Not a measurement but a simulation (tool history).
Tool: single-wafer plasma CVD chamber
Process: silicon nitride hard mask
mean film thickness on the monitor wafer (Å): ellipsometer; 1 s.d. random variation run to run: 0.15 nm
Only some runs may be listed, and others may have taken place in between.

| run | hour | heater temperature setpoint (K) | chamber pressure (Torr) | RF power (kW) | deposition time (s) | mean film thickness on the monitor wafer (Å) |
|---|---|---|---|---|---|---|
| 1 | 0.0 | 668.15 | 1.35 | 0.260 | 40.7 | 371.61 |
| 2 | 2.4 | 668.15 | 1.45 | 0.275 | 40.7 | 402.52 |
| 3 | 3.1 | 668.15 | 1.54 | 0.280 | 40.7 | 414.12 |
| 4 | 5.6 | 668.15 | 1.60 | 0.285 | 40.7 | 427.94 |
| 5 | 8.8 | 668.15 | 1.60 | 0.285 | 38.6 | 404.94 |
| 6 | 11.4 | 668.15 | 1.60 | 0.285 | 40.7 | 426.89 |
| 7 | 16.4 | 668.15 | 1.65 | 0.290 | 40.7 | 437.46 |

Run 8 comes next. What will it give?
|  | 18.8 | thermocouple changed; heater temperature recalibrated |
| 8 | 18.8 | 668.15 | 1.69 | 0.295 | 40.7 | ? |

Logged for run 8: mean film thickness on the monitor wafer (Å) 446.94.
